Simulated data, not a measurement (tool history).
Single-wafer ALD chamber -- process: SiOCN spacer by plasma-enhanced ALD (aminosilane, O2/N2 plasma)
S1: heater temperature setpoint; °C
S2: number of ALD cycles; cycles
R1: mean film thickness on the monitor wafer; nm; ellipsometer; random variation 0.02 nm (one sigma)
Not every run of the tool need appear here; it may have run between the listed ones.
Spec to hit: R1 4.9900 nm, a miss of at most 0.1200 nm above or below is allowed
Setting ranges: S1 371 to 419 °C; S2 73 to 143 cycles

run	hour	S1	S2	R1
1	0.0	395	108	6.7406
2	6.9	395	101	6.3467
3	8.8	390	101	6.3400
4	10.3	390	115	7.2100
5	13.3	390	106	6.6730
6	19.9	381	106	6.6538
7	23.0	381	99	6.2034
8	27.4	381	94	5.8981
9	28.9	381	90	5.6328
10	33.9	381	90	5.6739
11	34.8	381	87	5.4626
12	36.1	381	85	5.3245
13	41.7	381	84	5.2694
14	42.9	381	77	4.8339

Which of these 5 next moves meets every target?
A	44.1	374	80	?
B	44.1	371	73	?
C	44.1	392	75	?
D	44.1	376	75	?
E	44.1	382	73	?

move	R1
A	5.0197
B	4.5805
C	4.7060
D	4.7060
E	4.5805
A: in spec on every target
B: moves away from the targets compared with the last run
C: moves away from the targets compared with the last run
D: moves away from the targets compared with the last run
E: moves away from the targets compared with the last run
A meets every target.
